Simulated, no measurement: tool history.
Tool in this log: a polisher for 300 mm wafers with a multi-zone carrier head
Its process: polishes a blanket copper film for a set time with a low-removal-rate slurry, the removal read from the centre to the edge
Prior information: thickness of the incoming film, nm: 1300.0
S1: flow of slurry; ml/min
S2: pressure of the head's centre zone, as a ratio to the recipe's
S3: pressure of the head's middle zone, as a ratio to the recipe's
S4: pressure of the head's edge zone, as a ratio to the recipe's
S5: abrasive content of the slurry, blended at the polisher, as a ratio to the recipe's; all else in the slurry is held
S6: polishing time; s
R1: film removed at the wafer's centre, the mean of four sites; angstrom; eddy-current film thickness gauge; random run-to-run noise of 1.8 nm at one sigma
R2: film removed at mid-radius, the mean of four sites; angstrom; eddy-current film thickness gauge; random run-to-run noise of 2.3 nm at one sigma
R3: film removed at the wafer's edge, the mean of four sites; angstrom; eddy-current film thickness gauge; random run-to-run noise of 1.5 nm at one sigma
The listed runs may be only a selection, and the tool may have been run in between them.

{"run": 1, "hour": 0.0, "S1": 290, "S2": 1, "S3": 1, "S4": 1, "S5": 1, "S6": 56, "R1": 2450.4, "R2": 2408, "R3": 2573.2}
{"run": 2, "hour": 1.0, "S1": 290, "S2": 1, "S3": 1.06, "S4": 1, "S5": 1, "S6": 56, "R1": 2458, "R2": 2573, "R3": 2547.2}
{"run": 3, "hour": 6.9, "S1": 290, "S2": 1, "S3": 1.06, "S4": 0.93, "S5": 1, "S6": 56, "R1": 2484.8, "R2": 2522.1, "R3": 2468.9}
{"run": 4, "hour": 14.7, "S1": 290, "S2": 1, "S3": 1.06, "S4": 0.93, "S5": 1.1, "S6": 56, "R1": 2505.9, "R2": 2582.9, "R3": 2506.9}
{"run": 5, "hour": 18.2, "S1": 290, "S2": 1.01, "S3": 1.06, "S4": 0.91, "S5": 1, "S6": 50, "R1": 2214.5, "R2": 2238, "R3": 2188.3}
{"run": 6, "hour": 22.0, "S1": 290, "S2": 1.01, "S3": 1.06, "S4": 0.91, "S5": 1, "S6": 38, "R1": 1661.4, "R2": 1711.3, "R3": 1636.4}
{"run": 7, "hour": 23.9, "S1": 290, "S2": 1.02, "S3": 1.06, "S4": 0.89, "S5": 0.95, "S6": 38, "R1": 1677, "R2": 1710.7, "R3": 1592.4}
{"run": 8, "hour": 28.1, "S1": 285, "S2": 1.02, "S3": 1.05, "S4": 0.88, "S5": 0.95, "S6": 38, "R1": 1660.1, "R2": 1670.9, "R3": 1618}
{"run": 9, "hour": 31.6, "S1": 285, "S2": 1.02, "S3": 1.05, "S4": 0.88, "S5": 0.95, "S6": 38, "R1": 1674.9, "R2": 1708.2, "R3": 1572.6}
{"run": 10, "hour": 33.9, "S1": 285, "S2": 1.02, "S3": 1.03, "S4": 0.88, "S5": 0.95, "S6": 38, "R1": 1641.5, "R2": 1701.3, "R3": 1616.9}
{"run": 11, "hour": 42.3, "S1": 285, "S2": 1.04, "S3": 1.03, "S4": 0.88, "S5": 0.9, "S6": 38, "R1": 1663.1, "R2": 1680.1, "R3": 1561.7}

Run 12 is up next; what results do you expect?
{"run": 12, "hour": 50.9, "S1": 285, "S2": 1.05, "S3": 1.01, "S4": 0.88, "S5": 0.9, "S6": 38, "R1": "?", "R2": "?", "R3": "?"}

Run 12 gave R1 1724.6 angstrom, R2 1595.8 angstrom, R3 1584.5 angstrom.
